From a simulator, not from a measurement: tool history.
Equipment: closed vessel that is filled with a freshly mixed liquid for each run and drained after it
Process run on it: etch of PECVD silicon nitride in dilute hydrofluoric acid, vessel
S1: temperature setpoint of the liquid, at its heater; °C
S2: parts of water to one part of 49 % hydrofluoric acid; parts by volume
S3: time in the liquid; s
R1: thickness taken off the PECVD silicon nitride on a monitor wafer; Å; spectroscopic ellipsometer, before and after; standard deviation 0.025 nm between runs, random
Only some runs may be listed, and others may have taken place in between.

run  hour    S1  S2   S3      R1
  1     0    21  55  255  66.198
  2     4  23.5  55  255  78.124
  3   9.2  23.5  70  255   61.47
  4    11  23.5  70  255  62.346
  5  16.9  20.5  70  255  50.612
  6  23.2  20.5  50  255  70.319
  7  24.9    20  50  255  68.277
  8  31.2  19.5  50  255   65.48

Expected results for the next run?
  9  33.4  18.5  50  255   ?

R1: 61.19 Å
